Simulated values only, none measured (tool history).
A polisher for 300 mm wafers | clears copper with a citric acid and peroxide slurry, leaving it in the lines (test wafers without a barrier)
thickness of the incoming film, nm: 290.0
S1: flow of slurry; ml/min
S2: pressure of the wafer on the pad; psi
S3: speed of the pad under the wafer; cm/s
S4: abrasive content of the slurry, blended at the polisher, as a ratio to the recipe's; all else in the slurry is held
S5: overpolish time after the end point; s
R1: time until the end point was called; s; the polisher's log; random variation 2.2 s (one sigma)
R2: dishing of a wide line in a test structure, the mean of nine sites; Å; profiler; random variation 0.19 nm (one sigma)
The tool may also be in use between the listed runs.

run  hour   S1   S2   S3   S4  S5       R1      R2
  1   0.0  130  2.3  138  1.0  11  110.030  160.71
  2   6.6  130  2.2  138  1.0   9  114.010  141.07
  3  15.1  130  2.2  138  1.0  12  114.220  165.50
  4  19.8  130  2.6  138  1.0  12   95.606  183.79
     21.7  -- slurry nozzle cleaned
  5  21.7  130  2.6  138  0.9  12   91.975  183.26
  6  22.7  130  2.6  138  0.9  15   94.646  232.19

Forecast run 7:
  7  29.2  130  2.4  136  0.9  13   ?   ?

R1: 105.180 s
R2: 190.84 Å
